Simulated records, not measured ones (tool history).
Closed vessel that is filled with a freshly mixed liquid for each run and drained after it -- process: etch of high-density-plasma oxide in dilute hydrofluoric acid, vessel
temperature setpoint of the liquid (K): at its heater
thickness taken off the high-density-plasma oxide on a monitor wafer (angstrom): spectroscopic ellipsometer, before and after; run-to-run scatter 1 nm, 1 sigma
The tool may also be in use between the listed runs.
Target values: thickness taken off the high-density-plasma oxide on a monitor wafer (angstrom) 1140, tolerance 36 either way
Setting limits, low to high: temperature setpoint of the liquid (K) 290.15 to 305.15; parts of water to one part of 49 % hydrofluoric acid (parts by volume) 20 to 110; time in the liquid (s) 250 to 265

run  hour  temperature setpoint of the liquid (K)  parts of water to one part of 49 % hydrofluoric acid (parts by volume)  time in the liquid (s)  thickness taken off the high-density-plasma oxide on a monitor wafer (angstrom)
  1     0                                  297.15                                                                      60                     250                                                                           536.49
  2   7.1                                  297.15                                                                      60                     250                                                                           539.29
  3   8.9                                  297.15                                                                      60                     250                                                                           533.94
  4  14.8                                  297.15                                                                      75                     250                                                                           418.19
  5  18.4                                  299.65                                                                      60                     250                                                                           587.88
  6  19.6                                  297.15                                                                      60                     250                                                                           538.48
  7  20.9                                  299.15                                                                      50                     250                                                                           710.12
  8  25.6                                  299.15                                                                      50                     250                                                                           709.14
  9  31.7                                  303.15                                                                      35                     250                                                                           1202.8

Consider the 4 candidate settings below. Which is the only one whose results all fall within their allowed miss of target?
  A  37.8                                  301.65                                                                      40                     265                                                                                ?
  B  37.8                                  302.65                                                                      35                     265                                                                                ?
  C  37.8                                  301.65                                                                      35                     250                                                                                ?
  D  37.8                                  304.15                                                                      35                     265                                                                                ?

move  thickness taken off the high-density-plasma oxide on a monitor wafer (angstrom)
   A                                                                           1059.4
   B                                                                           1269.8
   C                                                                           1150.8
   D                                                                           1347.8
A: the result that was furthest off in the last run now lies on the other side of its target
B: its largest miss is bigger than the last run's
C: all results land within tolerance of their targets
D: its largest miss is bigger than the last run's
C is the move that brings every result within its allowed miss.
